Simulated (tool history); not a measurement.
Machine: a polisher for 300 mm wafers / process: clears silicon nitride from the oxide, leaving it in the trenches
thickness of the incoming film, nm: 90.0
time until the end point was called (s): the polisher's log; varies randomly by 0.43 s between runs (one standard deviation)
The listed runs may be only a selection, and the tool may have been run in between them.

run  hour  flow of slurry (ml/min)  pressure of the wafer on the pad (psi)  speed of the pad under the wafer (cm/s)  overpolish time after the end point (s)  time until the end point was called (s)
  1   0.0                      145                                     2.8                                      104                                       11                                   88.467
  2   6.2                      150                                     3.1                                      104                                       11                                   79.639
  3  11.8                      150                                     3.1                                      104                                       11                                   78.827
  4  14.1                      155                                     3.3                                      104                                       11                                   75.127
  5  19.6                      125                                     3.3                                      104                                       11                                   79.517
  6  21.9                      145                                     3.3                                      104                                       11                                   76.239

The next listed run, before its measurement:
  7  29.5                      145                                     3.3                                      104                                       11                                        ?

Logged for run 7: time until the end point was called (s) 75.370.
